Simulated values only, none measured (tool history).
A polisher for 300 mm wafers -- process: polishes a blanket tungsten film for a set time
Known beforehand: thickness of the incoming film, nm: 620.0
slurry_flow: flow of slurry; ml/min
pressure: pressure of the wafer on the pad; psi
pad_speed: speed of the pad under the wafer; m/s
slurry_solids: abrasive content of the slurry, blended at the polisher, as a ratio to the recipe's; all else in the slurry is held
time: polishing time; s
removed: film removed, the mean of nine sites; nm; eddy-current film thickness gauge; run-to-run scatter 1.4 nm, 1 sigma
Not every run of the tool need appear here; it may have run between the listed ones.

{"run": 1, "hour": 0.0, "slurry_flow": 195, "pressure": 2.7, "pad_speed": 0.98, "slurry_solids": 1, "time": 92, "removed": 252.98}
{"run": 2, "hour": 2.9, "slurry_flow": 195, "pressure": 2.5, "pad_speed": 0.96, "slurry_solids": 1, "time": 92, "removed": 227.63}
{"run": 3, "hour": 8.1, "slurry_flow": 195, "pressure": 2.5, "pad_speed": 0.96, "slurry_solids": 0.8, "time": 92, "removed": 209.8}
{"run": 4, "hour": 9.7, "slurry_flow": 240, "pressure": 2.5, "pad_speed": 0.96, "slurry_solids": 0.8, "time": 92, "removed": 216.05}
{"run": 5, "hour": 18.1, "slurry_flow": 240, "pressure": 2.3, "pad_speed": 0.96, "slurry_solids": 0.8, "time": 92, "removed": 199.16}
{"run": 6, "hour": 24.1, "slurry_flow": 240, "pressure": 2.1, "pad_speed": 0.96, "slurry_solids": 0.8, "time": 92, "removed": 179.41}
{"run": 7, "hour": 29.6, "slurry_flow": 225, "pressure": 1.4, "pad_speed": 0.94, "slurry_solids": 0.8, "time": 92, "removed": 119.58}
{"run": 8, "hour": 31.0, "slurry_flow": 230, "pressure": 1.4, "pad_speed": 0.94, "slurry_solids": 0.8, "time": 92, "removed": 122.55}

Forecast run 9:
{"run": 9, "hour": 36.0, "slurry_flow": 235, "pressure": 1.4, "pad_speed": 0.94, "slurry_solids": 0.8, "time": 92, "removed": "?"}

{"run 9": {"removed": 122.5}}
